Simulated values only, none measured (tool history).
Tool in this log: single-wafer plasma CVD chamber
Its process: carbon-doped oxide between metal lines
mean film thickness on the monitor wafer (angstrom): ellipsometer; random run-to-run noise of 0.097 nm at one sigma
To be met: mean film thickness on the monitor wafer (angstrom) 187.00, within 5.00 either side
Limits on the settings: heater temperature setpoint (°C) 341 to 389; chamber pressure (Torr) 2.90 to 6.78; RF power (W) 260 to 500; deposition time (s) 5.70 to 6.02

run,hour,heater temperature setpoint (°C),chamber pressure (Torr),RF power (W),deposition time (s),mean film thickness on the monitor wafer (angstrom)
1,0.0,365,4.84,380,6.02,229.86
2,2.2,365,4.29,380,6.02,223.88
3,3.0,365,4.13,370,6.00,217.67
4,11.2,365,3.99,360,5.99,208.97
5,13.5,365,3.84,355,5.99,207.65
6,20.9,365,3.72,350,5.98,201.95
7,23.2,365,3.60,350,5.98,202.03
8,24.1,365,3.50,345,5.98,196.12
9,30.0,365,3.50,345,5.98,197.90

4 next moves are on the table. One of them brings every result within its allowed miss. Which?
A,35.9,382,3.69,370,5.96,?
B,35.9,369,3.26,370,5.70,?
C,35.9,370,3.06,325,6.02,?
D,35.9,368,3.03,395,5.85,?

move,mean film thickness on the monitor wafer (angstrom)
A,204.33
B,198.87
C,186.10
D,214.70
A: its largest miss is bigger than the last run's
B: its largest miss is bigger than the last run's
C: in spec on every target
D: its largest miss is bigger than the last run's
C meets every target.
